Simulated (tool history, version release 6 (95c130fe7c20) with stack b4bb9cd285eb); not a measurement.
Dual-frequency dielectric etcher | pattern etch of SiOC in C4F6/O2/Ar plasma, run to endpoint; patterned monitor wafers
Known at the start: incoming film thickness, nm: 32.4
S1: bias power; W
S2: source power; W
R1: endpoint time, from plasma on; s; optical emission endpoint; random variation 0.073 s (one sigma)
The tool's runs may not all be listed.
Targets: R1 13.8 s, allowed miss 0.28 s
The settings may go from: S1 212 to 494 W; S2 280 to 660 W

| run | hour | S1 | S2 | R1 |
|---|---|---|---|---|
| 1 | 0 | 353 | 470 | 11.017 |
| 2 | 5.2 | 328 | 450 | 11.434 |
| 3 | 9.2 | 369 | 450 | 11.036 |
| 4 | 10.4 | 369 | 500 | 10.7 |
| 5 | 10.9 | 414 | 500 | 10.155 |
| 6 | 12.6 | 440 | 500 | 10.048 |
| 7 | 21.2 | 403 | 460 | 10.613 |
| 8 | 25 | 370 | 430 | 11.283 |
| 9 | 32 | 345 | 410 | 11.666 |
| 10 | 32.9 | 324 | 390 | 12.152 |
| 11 | 35.8 | 307 | 380 | 12.564 |
| 12 | 43.5 | 307 | 380 | 12.416 |
| 13 | 46.5 | 292 | 370 | 12.744 |

Which of these 5 next moves meets every target?
| A | 49.5 | 279 | 320 | ? |
| B | 49.5 | 284 | 360 | ? |
| C | 49.5 | 212 | 350 | ? |
| D | 49.5 | 251 | 290 | ? |
| E | 49.5 | 238 | 310 | ? |

| move | R1 |
|---|---|
| A | 13.765 |
| B | 13.05 |
| C | 14.236 |
| D | 14.752 |
| E | 14.547 |
A: meets every target
B: nearer than the last run, and not there yet
C: takes the result that was furthest off past its target
D: takes the result that was furthest off past its target
E: takes the result that was furthest off past its target
The right move is A.

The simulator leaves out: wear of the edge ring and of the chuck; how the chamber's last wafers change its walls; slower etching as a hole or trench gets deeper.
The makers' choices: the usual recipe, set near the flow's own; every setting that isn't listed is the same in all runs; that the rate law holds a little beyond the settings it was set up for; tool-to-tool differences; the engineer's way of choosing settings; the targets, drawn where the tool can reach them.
